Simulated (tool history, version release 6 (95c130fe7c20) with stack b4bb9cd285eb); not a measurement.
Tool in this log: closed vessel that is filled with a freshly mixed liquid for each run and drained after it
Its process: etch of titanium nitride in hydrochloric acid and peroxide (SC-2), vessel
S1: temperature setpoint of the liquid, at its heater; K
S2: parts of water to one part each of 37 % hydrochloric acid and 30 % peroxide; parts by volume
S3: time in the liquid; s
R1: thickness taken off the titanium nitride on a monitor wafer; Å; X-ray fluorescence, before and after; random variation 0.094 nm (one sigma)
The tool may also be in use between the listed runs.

| run | hour | S1 | S2 | S3 | R1 |
|---|---|---|---|---|---|
| 1 | 0 | 318.15 | 7 | 515 | 83.472 |
| 2 | 6.4 | 320.15 | 7 | 515 | 97.12 |
| 3 | 9.8 | 321.65 | 7 | 515 | 106.16 |
| 4 | 12.5 | 321.65 | 5 | 515 | 137.37 |
| 5 | 17.8 | 315.65 | 5 | 515 | 90.196 |
| 6 | 19.7 | 317.65 | 5 | 515 | 105 |
| 7 | 21.7 | 319.15 | 5 | 515 | 116.03 |

Forecast run 8:
| 8 | 30.4 | 320.15 | 5 | 515 | ? |

{"run 8": {"R1": 125.04}}
